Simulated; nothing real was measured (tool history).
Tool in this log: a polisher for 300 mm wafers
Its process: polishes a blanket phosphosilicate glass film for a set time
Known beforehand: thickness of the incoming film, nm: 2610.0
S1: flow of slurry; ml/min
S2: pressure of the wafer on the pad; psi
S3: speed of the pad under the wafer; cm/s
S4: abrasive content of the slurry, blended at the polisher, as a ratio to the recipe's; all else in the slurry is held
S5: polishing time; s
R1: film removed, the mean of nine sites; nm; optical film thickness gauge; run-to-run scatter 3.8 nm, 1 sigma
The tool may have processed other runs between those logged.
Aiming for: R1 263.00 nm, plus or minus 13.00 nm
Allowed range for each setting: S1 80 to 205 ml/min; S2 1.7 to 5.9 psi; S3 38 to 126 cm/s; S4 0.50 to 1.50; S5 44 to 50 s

Run 1, hour 0.0: S1 135 ml/min, S2 3.8 psi, S3 82 cm/s, S4 1.00, S5 50 s. Result: R1 477.42 nm.
Run 2, hour 6.6: S1 135 ml/min, S2 3.1 psi, S3 80 cm/s, S4 1.00, S5 50 s. Result: R1 377.97 nm.
Run 3, hour 9.7: S1 135 ml/min, S2 3.1 psi, S3 96 cm/s, S4 1.00, S5 50 s. Result: R1 446.58 nm.
Run 4, hour 16.3: S1 135 ml/min, S2 3.1 psi, S3 80 cm/s, S4 1.00, S5 50 s. Result: R1 374.09 nm.
Run 5, hour 19.4: S1 135 ml/min, S2 2.8 psi, S3 80 cm/s, S4 1.00, S5 50 s. Result: R1 335.40 nm.
Run 6, hour 22.6: S1 135 ml/min, S2 3.4 psi, S3 80 cm/s, S4 1.00, S5 50 s. Result: R1 417.65 nm.
Run 7, hour 28.6: S1 135 ml/min, S2 3.0 psi, S3 80 cm/s, S4 1.00, S5 50 s. Result: R1 368.00 nm.
Run 8, hour 36.5: S1 135 ml/min, S2 2.7 psi, S3 80 cm/s, S4 1.00, S5 50 s. Result: R1 341.17 nm.
Run 9, hour 38.2: S1 135 ml/min, S2 2.4 psi, S3 80 cm/s, S4 1.00, S5 50 s. Result: R1 302.33 nm.
Run 10, hour 41.7: S1 135 ml/min, S2 2.3 psi, S3 80 cm/s, S4 1.00, S5 50 s. Result: R1 293.59 nm.
Run 11, hour 43.7: S1 130 ml/min, S2 1.9 psi, S3 80 cm/s, S4 1.00, S5 50 s. Result: R1 245.68 nm.
Run 12, hour 51.3: S1 135 ml/min, S2 1.9 psi, S3 80 cm/s, S4 1.00, S5 50 s. Result: R1 247.08 nm.

Which of these 5 next moves meets every target?
Run A, hour 58.9: S1 100 ml/min, S2 2.5 psi, S3 68 cm/s, S4 1.35, S5 50 s. Result: R1 ?.
Run B, hour 58.9: S1 155 ml/min, S2 2.0 psi, S3 92 cm/s, S4 1.05, S5 44 s. Result: R1 ?.
Run C, hour 58.9: S1 140 ml/min, S2 1.8 psi, S3 78 cm/s, S4 1.05, S5 47 s. Result: R1 ?.
Run D, hour 58.9: S1 135 ml/min, S2 1.9 psi, S3 96 cm/s, S4 1.15, S5 50 s. Result: R1 ?.
Run E, hour 58.9: S1 125 ml/min, S2 1.9 psi, S3 76 cm/s, S4 1.05, S5 47 s. Result: R1 ?.

move      R1
   A  292.56
   B  257.57
   C  218.49
   D  297.15
   E  220.57
A: takes the result that was furthest off past its target
B: every result lands within tolerance
C: the biggest miss grows against the last run
D: takes the result that was furthest off past its target
E: the biggest miss grows against the last run
Correct choice: B, which meets every target
